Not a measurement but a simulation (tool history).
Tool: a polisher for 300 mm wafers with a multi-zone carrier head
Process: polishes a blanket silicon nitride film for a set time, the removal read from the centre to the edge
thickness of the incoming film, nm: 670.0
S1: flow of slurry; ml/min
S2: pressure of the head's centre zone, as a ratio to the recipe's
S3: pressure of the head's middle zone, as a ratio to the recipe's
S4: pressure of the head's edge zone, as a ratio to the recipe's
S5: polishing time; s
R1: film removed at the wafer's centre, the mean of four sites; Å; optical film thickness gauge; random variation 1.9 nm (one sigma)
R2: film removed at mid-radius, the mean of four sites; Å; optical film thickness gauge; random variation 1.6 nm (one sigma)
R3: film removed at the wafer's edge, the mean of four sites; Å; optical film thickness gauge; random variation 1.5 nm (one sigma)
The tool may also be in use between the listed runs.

| run | hour | S1 | S2 | S3 | S4 | S5 | R1 | R2 | R3 |
|---|---|---|---|---|---|---|---|---|---|
| 1 | 0 | 140 | 1 | 1 | 1 | 57 | 895.97 | 903.12 | 854.5 |
| 2 | 8.4 | 140 | 1 | 1 | 1 | 43 | 679.34 | 668.11 | 651.02 |
| 3 | 9 | 140 | 1 | 1 | 1.04 | 43 | 655.69 | 658.85 | 677.16 |
| 4 | 15.7 | 140 | 1.03 | 1 | 1.04 | 43 | 686.32 | 671.97 | 666.36 |
| 5 | 19.2 | 140 | 1.03 | 0.95 | 1.04 | 43 | 697.67 | 644 | 671.27 |
| 6 | 22.8 | 140 | 1.03 | 0.95 | 1.04 | 55 | 886.63 | 838.44 | 851.19 |
| 7 | 28 | 140 | 1.03 | 0.95 | 1.04 | 55 | 860.32 | 828.13 | 836.88 |
| 8 | 32.3 | 145 | 1.04 | 0.96 | 1.05 | 57 | 920.08 | 885.22 | 893.9 |
| 9 | 38.2 | 150 | 1.05 | 0.98 | 1.05 | 58 | 962.42 | 912.13 | 916.1 |

Run 10 comes next. What will it give?
| 10 | 43.9 | 150 | 1.05 | 1 | 1.05 | 60 | ? | ? | ? |

R1: 1000.2 Å
R2: 952.38 Å
R3: 944.84 Å
